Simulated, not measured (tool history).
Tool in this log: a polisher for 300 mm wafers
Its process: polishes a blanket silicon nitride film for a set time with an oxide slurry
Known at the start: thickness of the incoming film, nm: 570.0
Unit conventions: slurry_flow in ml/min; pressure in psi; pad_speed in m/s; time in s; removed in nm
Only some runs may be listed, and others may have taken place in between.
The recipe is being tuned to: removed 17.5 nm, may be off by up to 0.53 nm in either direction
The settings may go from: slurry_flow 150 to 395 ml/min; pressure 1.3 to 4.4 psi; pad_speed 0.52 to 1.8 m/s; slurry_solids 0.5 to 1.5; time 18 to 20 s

run 1 hour=0 | slurry_flow=250 pressure=2.8 pad_speed=1.16 slurry_solids=1 time=20 | removed=11.249
run 2 hour=6.9 | slurry_flow=250 pressure=3 pad_speed=1.16 slurry_solids=1 time=20 | removed=12.027
run 3 hour=10.1 | slurry_flow=225 pressure=3 pad_speed=1.16 slurry_solids=1 time=20 | removed=12.016
run 4 hour=16.4 | slurry_flow=225 pressure=3.1 pad_speed=1.16 slurry_solids=1 time=20 | removed=12.239
run 5 hour=18.7 | slurry_flow=200 pressure=3.1 pad_speed=1.16 slurry_solids=1 time=20 | removed=12.267
run 6 hour=20.4 | slurry_flow=200 pressure=3.2 pad_speed=1.16 slurry_solids=1 time=20 | removed=12.669
run 7 hour=27 | slurry_flow=215 pressure=4 pad_speed=1.18 slurry_solids=1 time=20 | removed=15.929
run 8 hour=28.2 | slurry_flow=215 pressure=4.2 pad_speed=1.18 slurry_solids=1 time=20 | removed=16.748
run 9 hour=36.7 | slurry_flow=215 pressure=4.2 pad_speed=1.18 slurry_solids=1 time=20 | removed=16.739

Which single option among these 4 for the next run brings every result within its allowed miss of target? Just one does.
run A hour=45.2 | slurry_flow=190 pressure=4.4 pad_speed=1.28 slurry_solids=1 time=20 | removed=?
run B hour=45.2 | slurry_flow=150 pressure=4.3 pad_speed=1.22 slurry_solids=0.95 time=20 | removed=?
run C hour=45.2 | slurry_flow=230 pressure=4.3 pad_speed=1.22 slurry_solids=1 time=20 | removed=?
run D hour=45.2 | slurry_flow=185 pressure=4.4 pad_speed=1 slurry_solids=1.15 time=19 | removed=?

move=A removed=18.202
move=B removed=16.271
move=C removed=17.487
move=D removed=15.919
A: carries the result that was furthest off beyond its target, to the other side
B: lands further from the targets than the last run did
C: in spec on every target
D: lands further from the targets than the last run did
The move that meets every target is C.
